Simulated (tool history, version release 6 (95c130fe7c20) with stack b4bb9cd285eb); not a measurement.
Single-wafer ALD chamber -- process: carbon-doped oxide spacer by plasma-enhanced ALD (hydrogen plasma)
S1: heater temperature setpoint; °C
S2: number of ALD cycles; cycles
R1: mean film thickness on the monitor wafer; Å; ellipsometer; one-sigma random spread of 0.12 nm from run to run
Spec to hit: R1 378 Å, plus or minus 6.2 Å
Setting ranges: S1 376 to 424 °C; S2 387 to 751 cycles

run 1 hour=0 | S1=400 S2=569 | R1=332.9
run 2 hour=3.3 | S1=399 S2=587 | R1=342.61
run 3 hour=4.5 | S1=399 S2=602 | R1=350.91
run 4 hour=6.9 | S1=399 S2=613 | R1=358.05
run 5 hour=14.1 | S1=399 S2=621 | R1=362.3
run 6 hour=20.7 | S1=399 S2=627 | R1=365.95
run 7 hour=22.1 | S1=399 S2=632 | R1=367.45
run 8 hour=28.4 | S1=399 S2=636 | R1=369.32

Below are 4 possible settings for the next run. Only one of them brings all results inside the allowed miss of their targets. Which is it?
run A hour=34.7 | S1=390 S2=619 | R1=?
run B hour=34.7 | S1=404 S2=627 | R1=?
run C hour=34.7 | S1=402 S2=617 | R1=?
run D hour=34.7 | S1=398 S2=648 | R1=?

move=A R1=361.03
move=B R1=361.24
move=C R1=357.67
move=D R1=377.94
A: misses by more than the last run did
B: misses by more than the last run did
C: misses by more than the last run did
D: hits every target within its allowed miss
D is the move that brings every result within its allowed miss.
